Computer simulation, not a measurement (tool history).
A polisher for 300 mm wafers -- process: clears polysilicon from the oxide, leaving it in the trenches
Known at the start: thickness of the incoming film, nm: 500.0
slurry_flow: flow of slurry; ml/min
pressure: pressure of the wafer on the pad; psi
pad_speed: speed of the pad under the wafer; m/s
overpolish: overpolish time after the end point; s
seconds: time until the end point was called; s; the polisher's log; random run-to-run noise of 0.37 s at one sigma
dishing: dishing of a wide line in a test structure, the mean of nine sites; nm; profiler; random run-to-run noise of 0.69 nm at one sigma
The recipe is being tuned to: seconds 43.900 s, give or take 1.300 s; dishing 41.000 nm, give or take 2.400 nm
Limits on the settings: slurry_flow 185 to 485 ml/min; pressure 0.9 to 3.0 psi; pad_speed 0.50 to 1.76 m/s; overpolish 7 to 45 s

| run | day | slurry_flow | pressure | pad_speed | overpolish | seconds | dishing |
|---|---|---|---|---|---|---|---|
| 1 | 0.000 | 310 | 1.9 | 1.12 | 23 | 58.861 | 40.687 |
| 2 | 0.242 | 375 | 1.9 | 1.12 | 23 | 57.224 | 41.468 |
| 3 | 0.412 | 375 | 1.5 | 1.12 | 23 | 68.092 | 41.197 |
| 4 | 0.625 | 375 | 1.5 | 1.12 | 17 | 67.588 | 38.295 |
| 5 | 0.962 | 375 | 1.5 | 1.12 | 23 | 67.267 | 41.385 |
| 6 | 1.196 | 375 | 1.5 | 1.34 | 23 | 59.319 | 39.661 |
| 7 | 1.562 | 400 | 2.1 | 1.32 | 31 | 47.755 | 41.219 |
| 8 | 1.783 | 400 | 2.2 | 1.32 | 31 | 45.647 | 40.842 |

4 next moves are on the table. One of them brings every result within its allowed miss. Which?
| A | 2.004 | 405 | 2.1 | 1.34 | 30 | ? | ? |
| B | 2.004 | 405 | 1.9 | 1.48 | 11 | ? | ? |
| C | 2.004 | 400 | 2.2 | 1.48 | 20 | ? | ? |
| D | 2.004 | 415 | 1.7 | 1.76 | 45 | ? | ? |

| move | seconds | dishing |
|---|---|---|
| A | 46.726 | 41.399 |
| B | 46.607 | 39.395 |
| C | 41.884 | 41.319 |
| D | 43.958 | 41.410 |
A: lands further from the targets than the last run did
B: lands further from the targets than the last run did
C: pushes the last run's worst result past its target
D: every result lands within tolerance
The move that meets every target is D.
